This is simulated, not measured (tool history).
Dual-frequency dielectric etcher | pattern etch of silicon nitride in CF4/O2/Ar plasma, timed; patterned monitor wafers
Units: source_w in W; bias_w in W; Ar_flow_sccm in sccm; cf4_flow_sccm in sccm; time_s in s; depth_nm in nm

run  hour  source_w  bias_w  Ar_flow_sccm  cf4_flow_sccm  time_s  depth_nm
  1   0.0       430      35           107            124      23    33.899
  2   6.3       440      35           107            124      23    34.284
  3  12.9       490      35           107            124      23    37.430
  4  20.5       500      35           107            124      23    38.184
  5  21.7       510      35           107            124      23    38.933
  6  23.1       520      35           107            124      23    39.138
  7  31.1       530      35           107            124      23    39.993

The next listed run, before its measurement:
  8  35.1       540      35           107            124      23         ?

depth_nm: 40.776 nm
